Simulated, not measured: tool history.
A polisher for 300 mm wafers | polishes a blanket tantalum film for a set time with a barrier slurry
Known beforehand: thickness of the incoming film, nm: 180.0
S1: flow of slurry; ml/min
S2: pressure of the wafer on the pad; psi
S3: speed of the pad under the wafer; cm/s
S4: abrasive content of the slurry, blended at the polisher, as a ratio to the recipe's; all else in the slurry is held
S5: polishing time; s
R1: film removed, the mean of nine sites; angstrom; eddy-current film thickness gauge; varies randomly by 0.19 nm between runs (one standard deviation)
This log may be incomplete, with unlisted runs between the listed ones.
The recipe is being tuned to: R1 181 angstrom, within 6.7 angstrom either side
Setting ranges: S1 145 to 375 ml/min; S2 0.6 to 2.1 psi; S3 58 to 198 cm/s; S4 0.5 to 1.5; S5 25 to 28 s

run 1 hour=0 | S1=240 S2=1.3 S3=128 S4=1 S5=28 | R1=417.1
run 2 hour=4 | S1=240 S2=1.1 S3=120 S4=1 S5=28 | R1=335.35
run 3 hour=5.6 | S1=270 S2=1.1 S3=120 S4=1 S5=28 | R1=337.27
run 4 hour=9.4 | S1=270 S2=1.1 S3=120 S4=1 S5=25 | R1=303.7
run 5 hour=10.6 | S1=270 S2=1 S3=116 S4=1 S5=25 | R1=263.18
run 6 hour=17 | S1=290 S2=1 S3=116 S4=1 S5=25 | R1=266.68
run 7 hour=18.4 | S1=290 S2=0.9 S3=114 S4=1 S5=25 | R1=239.88
run 8 hour=22.6 | S1=290 S2=0.9 S3=114 S4=1 S5=25 | R1=237.98
run 9 hour=30.6 | S1=290 S2=0.8 S3=114 S4=1 S5=25 | R1=210.6

Pick the move, out of 4, that brings all results within their allowed miss; only one does.
run A hour=38.6 | S1=270 S2=0.7 S3=110 S4=1.05 S5=28 | R1=?
run B hour=38.6 | S1=300 S2=0.7 S3=118 S4=0.9 S5=26 | R1=?
run C hour=38.6 | S1=300 S2=0.6 S3=114 S4=1 S5=26 | R1=?
run D hour=38.6 | S1=290 S2=0.8 S3=92 S4=1.05 S5=26 | R1=?

move=A R1=205.59
move=B R1=193.65
move=C R1=169.05
move=D R1=183.33
A: an improvement on the last run, though not all results are within tolerance
B: an improvement on the last run, though not all results are within tolerance
C: the result that was furthest off in the last run now lies on the other side of its target
D: every result within its allowed miss
Move D is the one to make.

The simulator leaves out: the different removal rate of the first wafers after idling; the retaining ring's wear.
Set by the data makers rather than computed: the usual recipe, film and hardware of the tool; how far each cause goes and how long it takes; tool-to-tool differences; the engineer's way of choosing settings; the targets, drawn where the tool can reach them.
